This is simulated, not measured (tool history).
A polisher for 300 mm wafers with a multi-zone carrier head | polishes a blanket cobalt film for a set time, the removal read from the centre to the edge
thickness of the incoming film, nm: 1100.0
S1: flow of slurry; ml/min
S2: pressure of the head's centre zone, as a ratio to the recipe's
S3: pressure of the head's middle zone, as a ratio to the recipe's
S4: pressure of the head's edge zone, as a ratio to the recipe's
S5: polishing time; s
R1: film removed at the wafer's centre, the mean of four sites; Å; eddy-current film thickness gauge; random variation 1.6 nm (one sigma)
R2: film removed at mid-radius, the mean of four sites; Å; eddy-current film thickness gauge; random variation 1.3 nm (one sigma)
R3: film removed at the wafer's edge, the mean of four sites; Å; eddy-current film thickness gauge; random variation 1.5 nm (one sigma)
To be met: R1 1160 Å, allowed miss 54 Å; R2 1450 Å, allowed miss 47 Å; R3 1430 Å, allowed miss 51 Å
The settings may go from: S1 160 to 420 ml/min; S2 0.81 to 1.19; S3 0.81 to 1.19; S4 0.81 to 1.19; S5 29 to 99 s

run 1 hour=0 | S1=270 S2=1 S3=1 S4=1 S5=64 | R1=2083.9 R2=2091 R3=2124.3
run 2 hour=0.8 | S1=205 S2=1 S3=1 S4=1 S5=64 | R1=1982.8 R2=2031.3 R3=2032.9
run 3 hour=3.8 | S1=195 S2=0.96 S3=1 S4=0.99 S5=59 | R1=1752.3 R2=1847.3 R3=1881.8
run 4 hour=12.5 | S1=195 S2=0.96 S3=1 S4=1.05 S5=59 | R1=1738.9 R2=1841.4 R3=1938.5
run 5 hour=13.3 | S1=160 S2=0.96 S3=1 S4=1.05 S5=59 | R1=1684.7 R2=1771.6 R3=1887.2
run 6 hour=14.6 | S1=160 S2=0.96 S3=1 S4=1.05 S5=70 | R1=2003.4 R2=2116.8 R3=2238.7
run 7 hour=23.5 | S1=160 S2=0.93 S3=1.01 S4=1.03 S5=64 | R1=1754.6 R2=1947.2 R3=2070.9
run 8 hour=28.1 | S1=165 S2=0.92 S3=1.02 S4=1.01 S5=59 | R1=1598.9 R2=1808.5 R3=1827.2
run 9 hour=32.5 | S1=165 S2=0.9 S3=1.02 S4=1 S5=56 | R1=1512.2 R2=1711 R3=1750
run 10 hour=37.2 | S1=160 S2=0.81 S3=1.09 S4=0.97 S5=40 | R1=949.61 R2=1257.3 R3=1243.7
run 11 hour=38.9 | S1=180 S2=0.83 S3=1.1 S4=0.99 S5=40 | R1=997.04 R2=1290.4 R3=1271.1

5 next moves are on the table. One of them brings every result within its allowed miss. Which?
run A hour=40.6 | S1=265 S2=1.12 S3=1.17 S4=0.91 S5=33 | R1=? R2=? R3=?
run B hour=40.6 | S1=200 S2=0.96 S3=0.81 S4=1.06 S5=39 | R1=? R2=? R3=?
run C hour=40.6 | S1=225 S2=0.92 S3=1.19 S4=0.82 S5=38 | R1=? R2=? R3=?
run D hour=40.6 | S1=255 S2=1.14 S3=1.13 S4=0.9 S5=35 | R1=? R2=? R3=?
run E hour=40.6 | S1=205 S2=0.82 S3=1.02 S4=0.97 S5=45 | R1=? R2=? R3=?

move=A R1=1215.7 R2=1183.9 R3=1032.6
move=B R1=1173.5 R2=1084.7 R3=1277.5
move=C R1=1120.6 R2=1349.4 R3=1115.7
move=D R1=1305.3 R2=1222.7 R3=1086.1
move=E R1=1161.5 R2=1433.3 R3=1413.4
A: further off than the last run
B: further off than the last run
C: further off than the last run
D: further off than the last run
E: meets every target
Answer: E

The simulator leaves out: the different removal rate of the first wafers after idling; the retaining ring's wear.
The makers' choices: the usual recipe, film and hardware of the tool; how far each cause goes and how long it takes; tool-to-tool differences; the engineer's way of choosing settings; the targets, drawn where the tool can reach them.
